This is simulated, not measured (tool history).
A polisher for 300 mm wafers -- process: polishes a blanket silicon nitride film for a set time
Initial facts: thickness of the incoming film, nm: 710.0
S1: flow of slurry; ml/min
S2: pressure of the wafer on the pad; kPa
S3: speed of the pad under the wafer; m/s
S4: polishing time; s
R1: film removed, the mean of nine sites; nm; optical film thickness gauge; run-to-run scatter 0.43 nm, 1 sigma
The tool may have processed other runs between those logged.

| run | hour | S1 | S2 | S3 | S4 | R1 |
|---|---|---|---|---|---|---|
| 1 | 0 | 250 | 28.3 | 1.08 | 44 | 82.928 |
| 2 | 6.5 | 250 | 24.8 | 1.08 | 44 | 73.585 |
| 3 | 10 | 245 | 23.4 | 1.08 | 44 | 71.972 |
| 4 | 16.9 | 280 | 23.4 | 1.08 | 44 | 73.614 |
| 5 | 19.8 | 265 | 22.1 | 1.08 | 44 | 69.535 |
| 6 | 23 | 265 | 22.1 | 0.88 | 44 | 60.038 |
| 7 | 29.3 | 255 | 22.1 | 0.88 | 44 | 58.561 |

What does the tool deliver on the next run?
|  | 34.5 | head pressure recalibrated |
| 8 | 34.5 | 250 | 22.1 | 0.88 | 44 | ? |

{"run 8": {"R1": 62.706}}

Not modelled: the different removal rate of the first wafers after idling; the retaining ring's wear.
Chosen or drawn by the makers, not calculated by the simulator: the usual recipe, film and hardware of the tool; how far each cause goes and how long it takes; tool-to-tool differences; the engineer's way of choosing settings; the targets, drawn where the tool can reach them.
